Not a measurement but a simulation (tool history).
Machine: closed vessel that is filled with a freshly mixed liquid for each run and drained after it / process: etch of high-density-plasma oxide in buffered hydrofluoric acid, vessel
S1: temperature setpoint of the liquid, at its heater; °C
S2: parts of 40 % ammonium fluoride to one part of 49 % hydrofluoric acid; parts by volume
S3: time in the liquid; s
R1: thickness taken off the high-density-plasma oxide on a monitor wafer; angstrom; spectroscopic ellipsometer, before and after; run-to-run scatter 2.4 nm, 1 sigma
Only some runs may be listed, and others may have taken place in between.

{"run": 1, "hour": 0.0, "S1": 22, "S2": 10, "S3": 90, "R1": 1133.9}
{"run": 2, "hour": 3.8, "S1": 22, "S2": 11, "S3": 90, "R1": 1025.3}
{"run": 3, "hour": 6.6, "S1": 24.5, "S2": 9.5, "S3": 90, "R1": 1363.6}
{"run": 4, "hour": 7.8, "S1": 26, "S2": 8.5, "S3": 90, "R1": 1617}
{"run": 5, "hour": 16.1, "S1": 23, "S2": 8.5, "S3": 90, "R1": 1360.3}
{"run": 6, "hour": 25.0, "S1": 25, "S2": 7.5, "S3": 90, "R1": 1738.3}
{"hour": 31.4, "done": "hydrofluoric acid flow meter replaced"}
{"run": 7, "hour": 31.4, "S1": 26.5, "S2": 7, "S3": 90, "R1": 2264}
{"run": 8, "hour": 33.8, "S1": 27, "S2": 7, "S3": 90, "R1": 2300.8}
{"run": 9, "hour": 38.9, "S1": 27.5, "S2": 7, "S3": 90, "R1": 2374.2}

Estimate the outcome of run 10 from the log above:
{"run": 10, "hour": 42.4, "S1": 28, "S2": 7, "S3": 90, "R1": "?"}

R1: 2432 angstrom
